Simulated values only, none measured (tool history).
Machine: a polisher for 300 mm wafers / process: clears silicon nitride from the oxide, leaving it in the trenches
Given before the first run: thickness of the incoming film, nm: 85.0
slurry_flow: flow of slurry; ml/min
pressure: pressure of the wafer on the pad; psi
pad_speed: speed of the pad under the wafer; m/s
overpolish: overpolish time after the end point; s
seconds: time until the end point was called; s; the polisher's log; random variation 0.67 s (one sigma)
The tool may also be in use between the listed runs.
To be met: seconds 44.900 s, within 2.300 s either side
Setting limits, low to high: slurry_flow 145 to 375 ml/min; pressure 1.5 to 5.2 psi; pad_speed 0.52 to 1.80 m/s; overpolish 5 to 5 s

run	day	slurry_flow	pressure	pad_speed	overpolish	seconds
1	0.000	240	3.3	1.16	5	66.831
2	0.104	240	3.6	1.18	5	60.430
3	0.275	240	2.9	1.18	5	72.394
4	0.638	240	3.4	1.20	5	63.065
5	0.667	240	3.4	1.20	5	64.521
6	1.029	240	3.8	1.22	5	56.123
7	1.200	240	4.0	1.22	5	53.061
8	1.567	240	4.2	1.22	5	51.451
9	1.925	240	4.3	1.22	5	50.272
10	2.179	240	4.4	1.22	5	48.722
11	2.496	240	4.5	1.22	5	49.943
12	2.833	240	4.6	1.22	5	47.988

5 next moves are on the table. One of them brings every result within its allowed miss. Which?
A	3.171	245	5.2	1.34	5	?
B	3.171	240	5.1	1.18	5	?
C	3.171	235	5.0	1.38	5	?
D	3.171	285	5.1	1.30	5	?
E	3.171	245	4.4	1.14	5	?

move	seconds
A	38.723
B	44.738
C	39.242
D	39.668
E	52.538
A: carries the result that was furthest off beyond its target, to the other side
B: meets every target
C: carries the result that was furthest off beyond its target, to the other side
D: carries the result that was furthest off beyond its target, to the other side
E: moves away from the targets compared with the last run
So the answer is move B, the one that meets all the targets.
